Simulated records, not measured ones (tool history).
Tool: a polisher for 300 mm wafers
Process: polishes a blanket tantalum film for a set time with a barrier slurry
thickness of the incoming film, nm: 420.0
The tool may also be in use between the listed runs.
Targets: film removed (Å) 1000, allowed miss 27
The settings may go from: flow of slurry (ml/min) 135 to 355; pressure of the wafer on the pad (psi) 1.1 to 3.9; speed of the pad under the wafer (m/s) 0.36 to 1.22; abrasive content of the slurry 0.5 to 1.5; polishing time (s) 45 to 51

run    day  flow of slurry (ml/min)  pressure of the wafer on the pad (psi)  speed of the pad under the wafer (m/s)  abrasive content of the slurry  polishing time (s)  film removed (Å)
  1      0                      225                                     2.5                                    0.78                               1                  51            691.52
  2  0.196                      225                                     2.5                                    0.78                            1.15                  51             716.3
  3  0.371                      230                                     2.7                                    0.78                            1.15                  51            757.57
  4  0.608                      230                                     2.7                                    0.78                            1.15                  51            757.26
  5  0.696                      230                                     2.7                                    0.78                               1                  51            732.48
  6  0.804                      230                                     2.9                                    0.78                               1                  51            777.77
  7  1.008                      230                                     2.9                                    0.78                               1                  51            786.06
  8  1.342                      230                                     3.1                                    0.78                               1                  51             802.9
  9    1.4                      240                                     3.3                                    0.78                               1                  51            848.06
 10  1.679                      240                                     3.5                                    0.78                               1                  51            895.68
 11  2.012                      240                                     3.6                                    0.78                               1                  51            905.42
 12  2.154                      240                                     3.7                                    0.78                               1                  51               933

5 next moves are on the table. One of them brings every result within its allowed miss. Which?
  A  2.296                      270                                     3.9                                    0.82                               1                  50                 ?
  B  2.296                      240                                     3.4                                    0.82                             1.1                  46                 ?
  C  2.296                      240                                     3.6                                    0.78                               1                  45                 ?
  D  2.296                      220                                     3.8                                     0.8                             0.9                  47                 ?
  E  2.296                      200                                     3.7                                    0.72                               1                  49                 ?

move  film removed (Å)
   A            991.12
   B             825.6
   C            797.86
   D            857.48
   E            818.98
A: meets every target
B: further off than the last run
C: further off than the last run
D: further off than the last run
E: further off than the last run
The right move is A.
